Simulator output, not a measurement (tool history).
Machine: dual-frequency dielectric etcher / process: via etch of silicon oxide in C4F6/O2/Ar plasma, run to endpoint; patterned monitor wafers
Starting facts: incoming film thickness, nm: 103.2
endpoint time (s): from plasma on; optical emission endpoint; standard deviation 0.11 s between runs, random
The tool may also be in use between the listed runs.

run  hour  bias power (W)  source power (W)  Ar flow (sccm)  endpoint time (s)
  1   0.0             524               420             294             21.592
  2   4.1             500               420             294             22.325
  3   6.0             500               420             313             22.441
  4  12.1             485               420             313             22.695
  5  15.2             485               420             281             22.266
  6  22.6             485               420             299             22.416
  7  24.7             468               420             299             22.789
  8  28.0             454               420             299             23.056
  9  29.1             442               420             299             23.613
 10  31.7             436               420             299             23.392
 11  36.7             427               420             299             23.711
 12  44.2             420               420             299             23.903
     51.9  -- Ar flow controller replaced
 13  51.9             415               420             299             23.611
 14  56.3             335               410             300             26.203
 15  58.2             343               410             300             25.714
 16  64.2             348               410             300             25.769

Run 17 is up next; what results do you expect?
 17  65.5             353               410             300                  ?

{"run 17": {"endpoint time (s)": 25.655}}

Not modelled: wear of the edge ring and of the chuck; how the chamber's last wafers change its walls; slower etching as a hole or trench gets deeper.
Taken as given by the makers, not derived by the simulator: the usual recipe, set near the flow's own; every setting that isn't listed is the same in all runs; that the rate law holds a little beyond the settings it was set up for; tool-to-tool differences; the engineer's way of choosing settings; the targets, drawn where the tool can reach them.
